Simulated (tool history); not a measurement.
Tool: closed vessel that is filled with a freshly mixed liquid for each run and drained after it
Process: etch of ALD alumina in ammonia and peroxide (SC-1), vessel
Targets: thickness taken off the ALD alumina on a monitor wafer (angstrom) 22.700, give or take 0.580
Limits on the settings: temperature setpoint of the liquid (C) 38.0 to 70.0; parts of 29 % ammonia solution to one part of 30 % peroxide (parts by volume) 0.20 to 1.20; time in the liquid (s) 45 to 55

run	hour	temperature setpoint of the liquid (C)	parts of 29 % ammonia solution to one part of 30 % peroxide (parts by volume)	time in the liquid (s)	thickness taken off the ALD alumina on a monitor wafer (angstrom)
1	0.0	54.0	0.90	55	34.042
2	1.9	59.0	0.90	55	43.478
3	3.4	54.5	0.90	55	34.876
4	12.1	51.5	0.90	55	29.674
5	18.5	50.0	0.90	55	27.360
6	19.6	50.0	1.15	55	28.046
7	25.9	48.5	1.15	55	25.559
8	32.1	47.5	1.15	55	24.439

Exactly one of the 4 candidate moves below puts every result within its allowed miss. Which one?
A	38.3	45.5	1.05	55	?
B	38.3	48.5	1.20	45	?
C	38.3	47.5	0.85	55	?
D	38.3	50.0	1.20	45	?

move	thickness taken off the ALD alumina on a monitor wafer (angstrom)
A	21.663
B	21.242
C	23.763
D	23.076
A: takes the biggest miss from the last run beyond its target
B: takes the biggest miss from the last run beyond its target
C: closes in on the targets versus the last run, not all within tolerance yet
D: each result inside its tolerance
D meets every target.

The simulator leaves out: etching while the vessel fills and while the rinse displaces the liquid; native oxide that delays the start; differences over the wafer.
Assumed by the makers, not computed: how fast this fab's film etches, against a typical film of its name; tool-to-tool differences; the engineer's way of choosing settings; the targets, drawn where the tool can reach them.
